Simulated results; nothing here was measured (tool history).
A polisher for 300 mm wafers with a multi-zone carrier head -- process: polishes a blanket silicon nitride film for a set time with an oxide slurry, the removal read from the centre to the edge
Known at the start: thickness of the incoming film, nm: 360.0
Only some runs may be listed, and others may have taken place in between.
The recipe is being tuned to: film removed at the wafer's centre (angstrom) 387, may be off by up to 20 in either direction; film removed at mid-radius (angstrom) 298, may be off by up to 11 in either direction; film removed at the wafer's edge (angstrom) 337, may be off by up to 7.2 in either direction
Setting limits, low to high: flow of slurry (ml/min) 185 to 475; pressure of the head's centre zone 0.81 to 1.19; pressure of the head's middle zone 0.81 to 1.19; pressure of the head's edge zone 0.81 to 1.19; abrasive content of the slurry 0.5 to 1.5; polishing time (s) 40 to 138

| run | hour | flow of slurry (ml/min) | pressure of the head's centre zone | pressure of the head's middle zone | pressure of the head's edge zone | abrasive content of the slurry | polishing time (s) | film removed at the wafer's centre (angstrom) | film removed at mid-radius (angstrom) | film removed at the wafer's edge (angstrom) |
|---|---|---|---|---|---|---|---|---|---|---|
| 1 | 0 | 305 | 1 | 1 | 1 | 1 | 88 | 591.82 | 570.04 | 570.1 |
| 2 | 7.5 | 300 | 1.01 | 0.98 | 0.99 | 0.95 | 86 | 565.66 | 532.25 | 542.64 |
| 3 | 9.7 | 300 | 1.01 | 0.98 | 0.99 | 0.95 | 74 | 474.28 | 458.57 | 473.62 |
| 4 | 11.5 | 300 | 1.02 | 0.97 | 0.98 | 0.9 | 73 | 479.06 | 441 | 460.65 |
| 5 | 17.6 | 300 | 1.02 | 0.96 | 0.97 | 0.85 | 72 | 451.31 | 426.8 | 440.25 |
| 6 | 23.6 | 295 | 1.03 | 0.94 | 0.96 | 0.8 | 71 | 453.49 | 406.47 | 422.09 |
| 7 | 31.3 | 290 | 1.03 | 0.93 | 0.96 | 0.75 | 70 | 434.28 | 379.56 | 402.92 |
| 8 | 32.1 | 290 | 1.03 | 0.93 | 0.96 | 0.75 | 70 | 429.96 | 384.21 | 408.5 |
| 9 | 36.2 | 285 | 1.03 | 0.92 | 0.95 | 0.7 | 70 | 424.78 | 371.76 | 397.59 |
| 10 | 38.9 | 285 | 1.03 | 0.91 | 0.94 | 0.7 | 70 | 412.76 | 371.86 | 393.37 |
| 11 | 40.6 | 285 | 1.04 | 0.9 | 0.94 | 0.7 | 70 | 419.94 | 361.86 | 393.45 |
| 12 | 44 | 285 | 1.05 | 0.89 | 0.93 | 0.7 | 70 | 428.83 | 357.07 | 391.67 |
| 13 | 50.9 | 260 | 1.04 | 0.81 | 0.83 | 0.5 | 69 | 373.78 | 293.77 | 331.31 |
| 14 | 55.9 | 270 | 1.05 | 0.81 | 0.84 | 0.5 | 69 | 383.85 | 295.18 | 330.61 |

Of the 4 settings listed for the next run, only one would bring every result within its allowed miss of target. Which one?
| A | 60.9 | 275 | 1 | 0.83 | 0.84 | 0.5 | 67 | ? | ? | ? |
| B | 60.9 | 250 | 1.03 | 0.85 | 0.92 | 0.6 | 62 | ? | ? | ? |
| C | 60.9 | 360 | 1.11 | 0.84 | 0.89 | 0.5 | 65 | ? | ? | ? |
| D | 60.9 | 380 | 1.06 | 0.81 | 0.87 | 0.55 | 66 | ? | ? | ? |

| move | film removed at the wafer's centre (angstrom) | film removed at mid-radius (angstrom) | film removed at the wafer's edge (angstrom) |
|---|---|---|---|
| A | 352.17 | 286.45 | 319.22 |
| B | 351.85 | 284.42 | 324.45 |
| C | 382.33 | 285.58 | 322.25 |
| D | 385.36 | 291.13 | 334.74 |
A: the biggest miss grows against the last run
B: the biggest miss grows against the last run
C: the biggest miss grows against the last run
D: all results land within tolerance of their targets
Move D is the one to make.
